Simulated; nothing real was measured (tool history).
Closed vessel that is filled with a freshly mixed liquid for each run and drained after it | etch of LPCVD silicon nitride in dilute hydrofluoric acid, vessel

| run | hour | temperature setpoint of the liquid (K) | parts of water to one part of 49 % hydrofluoric acid (parts by volume) | time in the liquid (s) | thickness taken off the LPCVD silicon nitride on a monitor wafer (Å) |
|---|---|---|---|---|---|
| 1 | 0.0 | 294.15 | 105 | 975 | 36.788 |
| 2 | 9.0 | 294.15 | 105 | 975 | 36.801 |
| 3 | 12.9 | 290.65 | 105 | 975 | 29.158 |
| 4 | 21.8 | 290.15 | 105 | 975 | 28.200 |
| 5 | 26.6 | 290.15 | 105 | 975 | 27.923 |
| 6 | 32.0 | 290.15 | 135 | 975 | 21.987 |
| 7 | 39.8 | 293.65 | 115 | 975 | 32.920 |
| 8 | 41.7 | 296.15 | 105 | 975 | 42.104 |
| 9 | 43.2 | 298.15 | 95 | 975 | 53.312 |
| 10 | 46.7 | 299.15 | 90 | 975 | 59.334 |
| 11 | 52.6 | 300.15 | 85 | 975 | 67.115 |

Run 12 comes next. What will it give?
| 12 | 58.8 | 300.65 | 85 | 975 | ? |

thickness taken off the LPCVD silicon nitride on a monitor wafer (Å): 70.185

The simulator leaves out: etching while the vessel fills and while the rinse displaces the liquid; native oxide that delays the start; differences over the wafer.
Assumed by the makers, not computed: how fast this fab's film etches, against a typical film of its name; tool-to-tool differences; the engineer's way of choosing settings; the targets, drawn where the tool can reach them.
